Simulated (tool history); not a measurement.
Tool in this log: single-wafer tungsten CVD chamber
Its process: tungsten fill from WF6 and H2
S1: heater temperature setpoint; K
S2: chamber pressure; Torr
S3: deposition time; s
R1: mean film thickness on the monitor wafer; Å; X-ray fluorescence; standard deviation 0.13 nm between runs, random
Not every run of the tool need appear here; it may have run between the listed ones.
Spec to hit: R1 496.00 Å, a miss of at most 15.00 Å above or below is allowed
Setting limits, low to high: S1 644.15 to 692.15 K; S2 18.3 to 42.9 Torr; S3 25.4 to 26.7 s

run	hour	S1	S2	S3	R1
1	0.0	668.15	30.6	26.7	670.24
2	0.9	678.15	30.6	26.7	823.77
3	7.8	678.15	30.6	26.7	826.73
4	11.4	672.15	30.3	26.7	726.55
5	16.9	667.15	30.0	26.7	650.93
6	21.6	667.15	33.4	26.7	683.92
7	29.3	667.15	33.4	26.7	680.70
8	36.5	667.15	33.4	26.7	681.68
9	41.4	663.15	33.2	26.7	621.17
10	48.4	660.15	33.1	26.7	583.61
11	51.7	658.15	33.0	26.7	555.51

Below are 4 possible settings for the next run. Only one of them brings all results inside the allowed miss of their targets. Which is it?
A	55.0	657.15	31.0	25.4	?
B	55.0	663.15	33.5	25.4	?
C	55.0	659.15	32.0	25.4	?
D	55.0	669.15	29.5	25.4	?

move	R1
A	505.77
B	599.10
C	536.68
D	645.15
A: every result within its allowed miss
B: misses by more than the last run did
C: closer than the last run, but not yet in spec
D: misses by more than the last run did
So the answer is move A, the one that meets all the targets.

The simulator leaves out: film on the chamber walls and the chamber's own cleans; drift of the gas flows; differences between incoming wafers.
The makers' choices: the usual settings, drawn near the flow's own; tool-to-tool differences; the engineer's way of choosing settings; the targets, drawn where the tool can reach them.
